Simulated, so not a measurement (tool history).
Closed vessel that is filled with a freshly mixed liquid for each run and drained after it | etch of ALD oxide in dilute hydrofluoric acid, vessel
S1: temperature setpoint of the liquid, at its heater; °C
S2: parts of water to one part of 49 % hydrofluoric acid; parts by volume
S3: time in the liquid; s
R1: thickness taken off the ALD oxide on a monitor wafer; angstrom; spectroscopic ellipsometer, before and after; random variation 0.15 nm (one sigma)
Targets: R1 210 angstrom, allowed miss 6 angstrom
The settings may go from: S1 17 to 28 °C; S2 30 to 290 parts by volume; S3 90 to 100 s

run 1 day=0 | S1=20 S2=160 S3=90 | R1=115.89
run 2 day=0.117 | S1=21 S2=155 S3=90 | R1=123.68
run 3 day=0.35 | S1=22 S2=150 S3=90 | R1=134.83
run 4 day=0.383 | S1=22.5 S2=145 S3=90 | R1=142.07
run 5 day=0.704 | S1=19.5 S2=145 S3=90 | R1=126.73
run 6 day=1.017 | S1=19.5 S2=145 S3=90 | R1=127.22
run 7 day=1.183 | S1=20.5 S2=140 S3=90 | R1=138.46
run 8 day=1.258 | S1=24.5 S2=120 S3=90 | R1=191.96
run 9 day=1.304 | S1=25.5 S2=120 S3=90 | R1=198.97
run 10 day=1.638 | S1=26 S2=120 S3=90 | R1=202.24

4 next moves are on the table. One of them brings every result within its allowed miss. Which?
run A day=1.971 | S1=24.5 S2=125 S3=95 | R1=?
run B day=1.971 | S1=24 S2=110 S3=90 | R1=?
run C day=1.971 | S1=26 S2=135 S3=100 | R1=?
run D day=1.971 | S1=25 S2=120 S3=90 | R1=?

move=A R1=193.93
move=B R1=208.47
move=C R1=197.78
move=D R1=196.3
A: further off than the last run
B: meets every target
C: further off than the last run
D: further off than the last run
The right move is B.
